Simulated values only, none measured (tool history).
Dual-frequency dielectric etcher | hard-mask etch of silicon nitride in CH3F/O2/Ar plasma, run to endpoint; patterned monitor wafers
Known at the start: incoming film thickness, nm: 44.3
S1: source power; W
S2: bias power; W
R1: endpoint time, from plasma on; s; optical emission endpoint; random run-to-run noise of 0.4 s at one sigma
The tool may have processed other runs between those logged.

run	day	S1	S2	R1
1	0	280	68	71.625
2	0.304	310	73	66.334
3	0.4	330	75	64.267
4	0.479	340	78	62.482
5	0.812	340	66	68.004
6	1.171	350	71	63.742
7	1.317	360	74	62.529
8	1.342	370	77	60.423
9	1.508	380	79	59.061

Forecast run 10:
10	1.821	380	80	?

Run 10 came out at R1 57.398 s.

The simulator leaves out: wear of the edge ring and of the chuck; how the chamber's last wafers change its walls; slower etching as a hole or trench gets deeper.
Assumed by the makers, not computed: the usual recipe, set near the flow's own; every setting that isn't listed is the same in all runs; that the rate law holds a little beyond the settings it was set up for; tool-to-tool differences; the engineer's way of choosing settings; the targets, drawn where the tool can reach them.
